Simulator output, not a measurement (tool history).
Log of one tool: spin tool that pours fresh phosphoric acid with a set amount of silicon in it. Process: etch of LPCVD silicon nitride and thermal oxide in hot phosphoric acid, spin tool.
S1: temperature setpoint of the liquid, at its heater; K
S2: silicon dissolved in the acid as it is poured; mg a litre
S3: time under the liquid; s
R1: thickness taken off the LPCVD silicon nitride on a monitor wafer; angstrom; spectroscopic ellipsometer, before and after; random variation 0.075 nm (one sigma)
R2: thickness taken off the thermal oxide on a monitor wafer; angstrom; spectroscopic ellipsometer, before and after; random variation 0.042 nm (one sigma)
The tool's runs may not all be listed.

{"run": 1, "hour": 0.0, "S1": 436.15, "S2": 9, "S3": 180, "R1": 170.32, "R2": 5.2705}
{"run": 2, "hour": 7.0, "S1": 437.15, "S2": 9.5, "S3": 185, "R1": 181.87, "R2": 5.4003}
{"run": 3, "hour": 12.0, "S1": 437.15, "S2": 12.5, "S3": 185, "R1": 181.58, "R2": 5.116}
{"run": 4, "hour": 15.0, "S1": 437.15, "S2": 12.5, "S3": 135, "R1": 132.3, "R2": 3.5512}
{"run": 5, "hour": 17.3, "S1": 438.15, "S2": 11, "S3": 150, "R1": 152.32, "R2": 4.3301}
{"run": 6, "hour": 25.9, "S1": 438.65, "S2": 9.5, "S3": 160, "R1": 164.45, "R2": 5.4233}
{"run": 7, "hour": 34.9, "S1": 439.15, "S2": 10, "S3": 170, "R1": 178.53, "R2": 5.7728}
{"run": 8, "hour": 43.2, "S1": 439.65, "S2": 10, "S3": 175, "R1": 186.33, "R2": 6.2508}

Run 9 comes next. What will it give?
{"run": 9, "hour": 50.4, "S1": 440.15, "S2": 10.5, "S3": 180, "R1": "?", "R2": "?"}

{"run 9": {"R1": 195.72, "R2": 6.2031}}
